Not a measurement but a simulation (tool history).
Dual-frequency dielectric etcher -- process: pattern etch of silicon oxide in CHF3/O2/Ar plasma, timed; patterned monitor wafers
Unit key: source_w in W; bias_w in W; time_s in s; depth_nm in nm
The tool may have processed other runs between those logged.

| run | hour | source_w | bias_w | time_s | depth_nm |
|---|---|---|---|---|---|
| 1 | 0 | 800 | 171 | 302 | 647.81 |
| 2 | 1.7 | 840 | 172 | 302 | 659.2 |
| 3 | 10.1 | 840 | 160 | 302 | 648.95 |
| 4 | 18.7 | 880 | 161 | 302 | 657.11 |
| 5 | 21.1 | 920 | 163 | 302 | 666.72 |
| 6 | 25.1 | 920 | 163 | 302 | 667.31 |
| 7 | 26.1 | 950 | 165 | 302 | 675.49 |

What does the tool deliver on the next run?
| 8 | 30.4 | 980 | 167 | 302 | ? |

Logged for run 8: depth_nm 689.42 nm.
